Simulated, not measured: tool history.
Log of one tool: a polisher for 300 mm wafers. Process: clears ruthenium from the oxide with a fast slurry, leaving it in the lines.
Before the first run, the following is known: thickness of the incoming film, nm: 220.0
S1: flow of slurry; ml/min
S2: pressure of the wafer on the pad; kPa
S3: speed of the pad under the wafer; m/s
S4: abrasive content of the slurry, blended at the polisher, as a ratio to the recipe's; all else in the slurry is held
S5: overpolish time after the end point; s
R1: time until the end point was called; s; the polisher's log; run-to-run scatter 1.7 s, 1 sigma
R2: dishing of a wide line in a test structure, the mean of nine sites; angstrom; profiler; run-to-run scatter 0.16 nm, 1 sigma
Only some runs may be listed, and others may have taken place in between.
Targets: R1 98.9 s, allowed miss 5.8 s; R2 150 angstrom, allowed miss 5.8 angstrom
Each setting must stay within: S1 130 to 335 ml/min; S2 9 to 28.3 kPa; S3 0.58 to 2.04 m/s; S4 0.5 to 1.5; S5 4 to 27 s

| run | day | S1 | S2 | S3 | S4 | S5 | R1 | R2 |
|---|---|---|---|---|---|---|---|---|
| 1 | 0 | 215 | 18.6 | 1.3 | 1 | 14 | 56.418 | 396.82 |
| 2 | 0.212 | 215 | 16.5 | 1.3 | 1 | 14 | 59.414 | 375.79 |
| 3 | 0.283 | 215 | 16.5 | 1.16 | 1 | 12 | 69.346 | 309.56 |
| 4 | 0.433 | 255 | 16.5 | 1.16 | 1 | 12 | 66.213 | 309.85 |
| 5 | 0.542 | 260 | 15.9 | 1.08 | 1 | 10 | 73.365 | 244.84 |
| 6 | 0.796 | 265 | 15.2 | 1.04 | 1 | 9 | 75.615 | 212.23 |
| 7 | 0.875 | 265 | 13.8 | 1.04 | 1 | 9 | 83.377 | 197.15 |
| 8 | 1.208 | 265 | 13.1 | 1.04 | 1 | 9 | 83.992 | 193.6 |
|  | 1.508 | slurry nozzle cleaned |
| 9 | 1.508 | 265 | 12.4 | 1.04 | 1 | 9 | 81.692 | 203.91 |
| 10 | 1.608 | 270 | 12.4 | 0.98 | 1 | 9 | 86.89 | 191.03 |
| 11 | 1.662 | 270 | 10.3 | 0.92 | 1 | 6 | 102 | 113.4 |
| 12 | 1.983 | 245 | 13.1 | 0.86 | 0.9 | 9 | 100.62 | 167.94 |
| 13 | 2.283 | 240 | 13.1 | 0.88 | 0.9 | 9 | 97.604 | 172.34 |

5 candidate next runs follow, results not yet known. Just one meets every target within its allowed miss. Identify it.
| A | 2.583 | 245 | 19.3 | 0.64 | 0.9 | 8 | ? | ? |
| B | 2.583 | 195 | 19.3 | 0.8 | 0.8 | 8 | ? | ? |
| C | 2.583 | 320 | 9 | 1.14 | 1 | 7 | ? | ? |
| D | 2.583 | 255 | 17.9 | 0.64 | 1.1 | 7 | ? | ? |
| E | 2.583 | 230 | 15.9 | 0.82 | 0.8 | 7 | ? | ? |

| move | R1 | R2 |
|---|---|---|
| A | 103.69 | 147.77 |
| B | 90.773 | 166.94 |
| C | 90.299 | 148.42 |
| D | 100.42 | 134.53 |
| E | 99.45 | 135.74 |
A: hits every target within its allowed miss
B: an improvement on the last run, though not all results are within tolerance
C: the worst result of the last run now meets its target, but another is out of spec
D: carries the result that was furthest off beyond its target, to the other side
E: carries the result that was furthest off beyond its target, to the other side
Answer: A
